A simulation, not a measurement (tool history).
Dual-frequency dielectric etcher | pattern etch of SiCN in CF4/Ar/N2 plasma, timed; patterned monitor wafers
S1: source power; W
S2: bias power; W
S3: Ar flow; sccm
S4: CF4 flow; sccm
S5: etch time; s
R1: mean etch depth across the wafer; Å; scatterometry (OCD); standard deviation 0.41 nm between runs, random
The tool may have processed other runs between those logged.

| run | hour | S1 | S2 | S3 | S4 | S5 | R1 |
|---|---|---|---|---|---|---|---|
| 1 | 0.0 | 540 | 78 | 111 | 47 | 113.5 | 994.15 |
| 2 | 2.5 | 510 | 78 | 111 | 47 | 113.5 | 936.89 |
| 3 | 5.7 | 510 | 78 | 111 | 54 | 113.5 | 966.45 |
| 4 | 6.9 | 470 | 78 | 111 | 54 | 113.5 | 894.31 |
| 5 | 13.6 | 460 | 78 | 111 | 54 | 113.5 | 874.19 |
| 6 | 20.6 | 460 | 87 | 111 | 54 | 113.5 | 894.37 |
| 7 | 25.3 | 450 | 87 | 111 | 54 | 113.5 | 880.52 |

Run 8 comes next. What will it give?
| 8 | 33.7 | 440 | 87 | 111 | 54 | 113.5 | ? |

{"run 8": {"R1": 858.95}}
